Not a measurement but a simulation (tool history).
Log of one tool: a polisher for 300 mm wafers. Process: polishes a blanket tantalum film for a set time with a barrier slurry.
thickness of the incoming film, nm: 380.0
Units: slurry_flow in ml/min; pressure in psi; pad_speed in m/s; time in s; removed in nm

run,day,slurry_flow,pressure,pad_speed,slurry_solids,time,removed
1,0.000,130,2.1,0.82,1.0,98,143.940
2,0.054,125,1.8,0.78,1.0,98,118.220
3,0.329,125,2.1,0.78,1.0,98,136.080
4,0.692,120,1.8,0.76,1.0,98,113.690
5,1.004,115,1.6,0.74,1.0,98,97.913
6,1.167,110,1.5,0.74,1.0,98,91.723
7,1.254,105,1.4,0.74,1.0,98,84.304
8,1.296,100,1.3,0.74,1.0,98,77.390
9,1.642,95,1.3,0.74,1.0,98,77.085

The next listed run, before its measurement:
10,1.958,90,1.3,0.74,1.0,98,?

{"run 10": {"removed": 77.54}}
